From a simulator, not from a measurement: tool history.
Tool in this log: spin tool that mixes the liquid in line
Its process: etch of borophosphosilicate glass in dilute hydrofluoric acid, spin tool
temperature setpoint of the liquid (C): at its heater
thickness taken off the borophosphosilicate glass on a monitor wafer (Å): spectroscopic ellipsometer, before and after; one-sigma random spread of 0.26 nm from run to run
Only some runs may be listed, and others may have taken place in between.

run,hour,temperature setpoint of the liquid (C),parts of water to one part of 49 % hydrofluoric acid (parts by volume),time under the liquid (s),thickness taken off the borophosphosilicate glass on a monitor wafer (Å)
1,0.0,25.0,105,50,239.54
2,8.2,25.0,135,50,181.48
3,15.1,26.5,120,50,219.47
4,21.8,23.0,120,50,193.17
5,24.9,25.0,120,50,206.41
6,28.7,26.5,105,50,254.91
7,37.6,27.5,95,50,297.98

What does the tool deliver on the next run?
8,44.1,28.5,90,50,?

thickness taken off the borophosphosilicate glass on a monitor wafer (Å): 328.72
